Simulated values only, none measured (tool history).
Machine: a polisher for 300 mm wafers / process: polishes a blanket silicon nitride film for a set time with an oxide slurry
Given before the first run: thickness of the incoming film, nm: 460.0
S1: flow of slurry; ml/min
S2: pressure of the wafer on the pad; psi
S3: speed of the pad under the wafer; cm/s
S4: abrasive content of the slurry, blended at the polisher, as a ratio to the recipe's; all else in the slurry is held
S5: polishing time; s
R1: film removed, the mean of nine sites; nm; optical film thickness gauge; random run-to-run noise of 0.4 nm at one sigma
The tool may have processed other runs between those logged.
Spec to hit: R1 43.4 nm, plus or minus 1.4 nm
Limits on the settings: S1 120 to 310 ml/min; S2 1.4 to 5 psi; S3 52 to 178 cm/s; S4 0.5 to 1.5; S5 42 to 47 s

run 1 hour=0 | S1=200 S2=3.2 S3=114 S4=1 S5=47 | R1=29.078
run 2 hour=4.8 | S1=200 S2=3.2 S3=92 S4=1 S5=47 | R1=25.02
run 3 hour=13.3 | S1=205 S2=3.7 S3=92 S4=1 S5=47 | R1=28.701
run 4 hour=17.4 | S1=205 S2=4.1 S3=94 S4=1 S5=47 | R1=32.375
run 5 hour=24.6 | S1=180 S2=4.1 S3=94 S4=1 S5=47 | R1=32.587
run 6 hour=32.8 | S1=140 S2=4.1 S3=94 S4=1 S5=47 | R1=30.575
run 7 hour=34 | S1=165 S2=4.4 S3=94 S4=1 S5=47 | R1=33.307
run 8 hour=40.3 | S1=180 S2=4.6 S3=96 S4=1 S5=47 | R1=36.589
run 9 hour=41.7 | S1=190 S2=4.7 S3=98 S4=1 S5=47 | R1=37.222
run 10 hour=46.9 | S1=190 S2=4.8 S3=102 S4=1 S5=47 | R1=40.153
run 11 hour=52.9 | S1=190 S2=4.8 S3=102 S4=1 S5=47 | R1=39.97
run 12 hour=58 | S1=195 S2=4.9 S3=102 S4=1 S5=47 | R1=41.033
run 13 hour=58.7 | S1=200 S2=4.9 S3=102 S4=1 S5=47 | R1=40.609

Which single option among these 5 for the next run brings every result within its allowed miss of target? Just one does.
run A hour=59.4 | S1=165 S2=4.9 S3=112 S4=0.9 S5=43 | R1=?
run B hour=59.4 | S1=200 S2=5 S3=132 S4=0.85 S5=47 | R1=?
run C hour=59.4 | S1=170 S2=5 S3=106 S4=1.15 S5=46 | R1=?
run D hour=59.4 | S1=205 S2=5 S3=112 S4=1.25 S5=45 | R1=?
run E hour=59.4 | S1=210 S2=5 S3=86 S4=1.05 S5=47 | R1=?

move=A R1=37.578
move=B R1=47.149
move=C R1=43.87
move=D R1=47.187
move=E R1=38.056
A: further off than the last run
B: carries the result that was furthest off beyond its target, to the other side
C: every result lands within tolerance
D: carries the result that was furthest off beyond its target, to the other side
E: further off than the last run
Correct choice: C, which meets every target

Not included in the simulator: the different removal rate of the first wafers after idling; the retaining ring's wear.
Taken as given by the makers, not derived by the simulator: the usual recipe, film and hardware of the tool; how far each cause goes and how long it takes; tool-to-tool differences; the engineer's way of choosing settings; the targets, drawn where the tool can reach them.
